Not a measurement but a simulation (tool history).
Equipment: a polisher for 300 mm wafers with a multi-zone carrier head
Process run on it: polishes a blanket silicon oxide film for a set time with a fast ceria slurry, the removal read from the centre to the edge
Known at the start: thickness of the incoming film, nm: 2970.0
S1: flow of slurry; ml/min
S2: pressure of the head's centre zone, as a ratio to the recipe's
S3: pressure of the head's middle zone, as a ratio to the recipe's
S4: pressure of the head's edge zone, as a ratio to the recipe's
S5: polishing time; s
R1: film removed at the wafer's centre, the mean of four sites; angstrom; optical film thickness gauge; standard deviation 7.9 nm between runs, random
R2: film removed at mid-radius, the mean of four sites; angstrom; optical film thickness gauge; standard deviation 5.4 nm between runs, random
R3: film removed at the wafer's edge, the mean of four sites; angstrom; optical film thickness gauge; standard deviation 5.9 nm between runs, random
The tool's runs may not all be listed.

| run | hour | S1 | S2 | S3 | S4 | S5 | R1 | R2 | R3 |
|---|---|---|---|---|---|---|---|---|---|
| 1 | 0 | 165 | 1 | 1 | 1 | 32 | 4715.8 | 4714.2 | 4605.5 |
| 2 | 4.5 | 125 | 1 | 1 | 1 | 32 | 4286.1 | 4353.9 | 4513.7 |
| 3 | 10.7 | 125 | 1 | 1 | 1.06 | 32 | 4314.2 | 4330.1 | 4684.7 |
| 4 | 18.3 | 125 | 1 | 1 | 1.06 | 27 | 3626.4 | 3702.9 | 3864.4 |
| 5 | 26.8 | 130 | 1 | 1.02 | 1.07 | 28 | 3762.4 | 3918.7 | 4082.5 |
| 6 | 31.7 | 130 | 1 | 0.97 | 1.07 | 28 | 3757.1 | 3793.5 | 4133.8 |
| 7 | 32.5 | 140 | 0.99 | 0.98 | 1.08 | 29 | 3944.7 | 4024.8 | 4241.6 |
| 8 | 35.3 | 140 | 0.99 | 1 | 1.09 | 30 | 4053.6 | 4155.5 | 4430.8 |
| 9 | 36.3 | 145 | 0.99 | 1.01 | 1.1 | 31 | 4282.9 | 4488.8 | 4605.1 |
| 10 | 40.9 | 150 | 0.98 | 1.01 | 1.11 | 32 | 4402.1 | 4596.5 | 4851.7 |
| 11 | 43 | 150 | 0.98 | 1.01 | 1.11 | 32 | 4409.1 | 4520.6 | 4787.2 |
| 12 | 43.6 | 155 | 0.97 | 1.02 | 1.12 | 33 | 4518.4 | 4848.8 | 5013.2 |
| 13 | 45.6 | 165 | 0.97 | 1.02 | 1.13 | 33 | 4556.8 | 4847.4 | 5144.2 |
| 14 | 52.5 | 175 | 0.97 | 1.03 | 1.14 | 33 | 4629.2 | 4985.1 | 5181 |
| 15 | 54.4 | 175 | 0.97 | 1.03 | 1.14 | 33 | 4715.3 | 4928.9 | 5133.3 |
| 16 | 56.2 | 180 | 0.96 | 1.04 | 1.15 | 33 | 4663 | 4939 | 5110.1 |

Predict the results of run 17:
|  | 62 | slurry nozzle cleaned |
| 17 | 62 | 200 | 0.97 | 1.09 | 1.18 | 37 | ? | ? | ? |

Run 17 measured R1 5891.1 angstrom, R2 6159.4 angstrom, R3 6232.5 angstrom.
